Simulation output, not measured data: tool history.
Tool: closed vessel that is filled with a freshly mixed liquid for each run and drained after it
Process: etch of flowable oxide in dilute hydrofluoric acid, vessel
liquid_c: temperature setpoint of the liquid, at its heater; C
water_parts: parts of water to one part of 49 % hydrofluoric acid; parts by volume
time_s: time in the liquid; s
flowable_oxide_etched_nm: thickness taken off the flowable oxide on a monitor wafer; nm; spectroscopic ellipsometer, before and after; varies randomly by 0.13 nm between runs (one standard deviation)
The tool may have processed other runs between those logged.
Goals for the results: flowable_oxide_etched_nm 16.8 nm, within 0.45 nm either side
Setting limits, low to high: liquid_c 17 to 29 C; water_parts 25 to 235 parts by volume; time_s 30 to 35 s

{"run": 1, "hour": 0.0, "liquid_c": 21, "water_parts": 130, "time_s": 35, "flowable_oxide_etched_nm": 10.764}
{"run": 2, "hour": 2.7, "liquid_c": 23, "water_parts": 125, "time_s": 35, "flowable_oxide_etched_nm": 12.339}
{"run": 3, "hour": 12.0, "liquid_c": 24, "water_parts": 125, "time_s": 35, "flowable_oxide_etched_nm": 12.718}
{"run": 4, "hour": 12.9, "liquid_c": 24, "water_parts": 125, "time_s": 30, "flowable_oxide_etched_nm": 10.936}
{"run": 5, "hour": 21.6, "liquid_c": 25, "water_parts": 115, "time_s": 30, "flowable_oxide_etched_nm": 12.501}
{"run": 6, "hour": 25.2, "liquid_c": 26, "water_parts": 110, "time_s": 30, "flowable_oxide_etched_nm": 13.603}
{"run": 7, "hour": 26.8, "liquid_c": 26.5, "water_parts": 105, "time_s": 30, "flowable_oxide_etched_nm": 14.6}
{"run": 8, "hour": 30.7, "liquid_c": 27, "water_parts": 105, "time_s": 30, "flowable_oxide_etched_nm": 14.935}
{"run": 9, "hour": 36.3, "liquid_c": 27.5, "water_parts": 105, "time_s": 30, "flowable_oxide_etched_nm": 15.064}
{"run": 10, "hour": 42.3, "liquid_c": 28, "water_parts": 105, "time_s": 30, "flowable_oxide_etched_nm": 15.402}

Which of these 5 next moves meets every target?
{"run": "A", "hour": 48.3, "liquid_c": 29, "water_parts": 100, "time_s": 30, "flowable_oxide_etched_nm": "?"}
{"run": "B", "hour": 48.3, "liquid_c": 27, "water_parts": 90, "time_s": 30, "flowable_oxide_etched_nm": "?"}
{"run": "C", "hour": 48.3, "liquid_c": 29, "water_parts": 105, "time_s": 30, "flowable_oxide_etched_nm": "?"}
{"run": "D", "hour": 48.3, "liquid_c": 28.5, "water_parts": 105, "time_s": 30, "flowable_oxide_etched_nm": "?"}
{"run": "E", "hour": 48.3, "liquid_c": 28.5, "water_parts": 105, "time_s": 35, "flowable_oxide_etched_nm": "?"}

move=A flowable_oxide_etched_nm=17.098
move=B flowable_oxide_etched_nm=17.861
move=C flowable_oxide_etched_nm=16.169
move=D flowable_oxide_etched_nm=15.87
move=E flowable_oxide_etched_nm=18.515
A: all results land within tolerance of their targets
B: pushes the last run's worst result past its target
C: closer than the last run, but not yet in spec
D: closer than the last run, but not yet in spec
E: pushes the last run's worst result past its target
Move A is the one to make.

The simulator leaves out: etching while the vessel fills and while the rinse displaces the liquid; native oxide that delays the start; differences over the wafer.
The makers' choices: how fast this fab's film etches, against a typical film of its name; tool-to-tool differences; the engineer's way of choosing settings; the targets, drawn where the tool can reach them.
